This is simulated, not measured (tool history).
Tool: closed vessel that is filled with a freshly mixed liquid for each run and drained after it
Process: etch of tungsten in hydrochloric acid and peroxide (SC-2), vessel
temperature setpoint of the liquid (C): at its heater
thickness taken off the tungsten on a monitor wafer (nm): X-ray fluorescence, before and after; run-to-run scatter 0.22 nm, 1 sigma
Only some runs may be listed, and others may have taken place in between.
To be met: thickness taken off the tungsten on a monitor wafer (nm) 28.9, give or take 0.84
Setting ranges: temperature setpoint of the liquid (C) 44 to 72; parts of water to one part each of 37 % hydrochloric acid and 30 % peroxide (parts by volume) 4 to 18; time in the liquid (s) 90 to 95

run	hour	temperature setpoint of the liquid (C)	parts of water to one part each of 37 % hydrochloric acid and 30 % peroxide (parts by volume)	time in the liquid (s)	thickness taken off the tungsten on a monitor wafer (nm)
1	0	60	10	90	19.483
2	1.4	61	10	90	20.675
3	7.8	54.5	10	90	14.03
4	12	56.5	10	90	15.671
5	19.7	58	10	90	17.521
6	23.3	58	13	90	14.006
7	30.8	58	13	90	13.784
8	32	60	13	90	15.924

Below are 4 possible settings for the next run. Only one of them brings all results inside the allowed miss of their targets. Which is it?
A	33.2	62.5	7.5	95	?
B	33.2	72	16	95	?
C	33.2	68.5	11.5	95	?
D	33.2	50.5	18	90	?

move	thickness taken off the tungsten on a monitor wafer (nm)
A	30.873
B	28.84
C	31.274
D	6.4382
A: takes the biggest miss from the last run beyond its target
B: every result lands within tolerance
C: takes the biggest miss from the last run beyond its target
D: the biggest miss grows against the last run
Answer: B
